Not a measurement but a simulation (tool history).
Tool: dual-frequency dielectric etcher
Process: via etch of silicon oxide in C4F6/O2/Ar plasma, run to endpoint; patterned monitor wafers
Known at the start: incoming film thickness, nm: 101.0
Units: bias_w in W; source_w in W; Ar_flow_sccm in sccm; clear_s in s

Run 1, hour 0.0: bias_w 610 W, source_w 270 W, Ar_flow_sccm 305 sccm. Result: clear_s 24.609 s.
Run 2, hour 5.7: bias_w 651 W, source_w 280 W, Ar_flow_sccm 302 sccm. Result: clear_s 23.268 s.
Run 3, hour 14.1: bias_w 752 W, source_w 280 W, Ar_flow_sccm 302 sccm. Result: clear_s 21.674 s.
Run 4, hour 17.1: bias_w 768 W, source_w 280 W, Ar_flow_sccm 302 sccm. Result: clear_s 21.595 s.
Run 5, hour 19.0: bias_w 768 W, source_w 280 W, Ar_flow_sccm 261 sccm. Result: clear_s 21.272 s.
Run 6, hour 25.0: bias_w 670 W, source_w 280 W, Ar_flow_sccm 261 sccm. Result: clear_s 23.008 s.
Run 7, hour 26.2: bias_w 700 W, source_w 280 W, Ar_flow_sccm 261 sccm. Result: clear_s 22.348 s.
Run 8, hour 34.2: bias_w 700 W, source_w 280 W, Ar_flow_sccm 261 sccm. Result: clear_s 22.403 s.
Run 9, hour 38.1: bias_w 724 W, source_w 280 W, Ar_flow_sccm 261 sccm. Result: clear_s 22.054 s.

The next listed run, before its measurement:
Run 10, hour 38.7: bias_w 745 W, source_w 280 W, Ar_flow_sccm 261 sccm. Result: clear_s ?.

{"run 10": {"clear_s": 21.657}}
